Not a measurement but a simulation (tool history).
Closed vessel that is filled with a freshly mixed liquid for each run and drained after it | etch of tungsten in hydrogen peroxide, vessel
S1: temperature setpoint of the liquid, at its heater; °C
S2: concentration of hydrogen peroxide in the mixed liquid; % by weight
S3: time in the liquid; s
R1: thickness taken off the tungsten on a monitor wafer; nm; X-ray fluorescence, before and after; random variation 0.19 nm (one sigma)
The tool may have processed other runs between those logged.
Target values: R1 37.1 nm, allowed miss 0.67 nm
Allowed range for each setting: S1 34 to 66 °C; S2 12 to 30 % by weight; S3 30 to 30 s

run	hour	S1	S2	S3	R1
1	0	50	22	30	62.024
2	6	47	22	30	51.148
3	9.3	47	22	30	51.638
4	11.9	46	22	30	48.391
5	20.7	46	19	30	44.929
6	29.4	48.5	19	30	52.787
7	32.8	47.5	19	30	49.28
# hour 35.2: peroxide flow meter replaced
8	35.2	47	19	30	45.887
9	35.9	46.5	19	30	45.06
10	38.6	46	19	30	43.692
11	41.7	45.5	19	30	42.369
12	45.7	45	19	30	40.478
13	49.5	44.5	19	30	39.065
14	50.3	44	19	30	38.239
15	58.4	44	19	30	38.288

4 next moves are on the table. One of them brings every result within its allowed miss. Which?
A	66.5	43.5	21.5	30	?
B	66.5	44	18	30	?
C	66.5	44.5	20	30	?
D	66.5	43	23.5	30	?

move	R1
A	39.571
B	37.376
C	40.666
D	40.073
A: misses by more than the last run did
B: meets every target
C: misses by more than the last run did
D: misses by more than the last run did
B is the move that brings every result within its allowed miss.
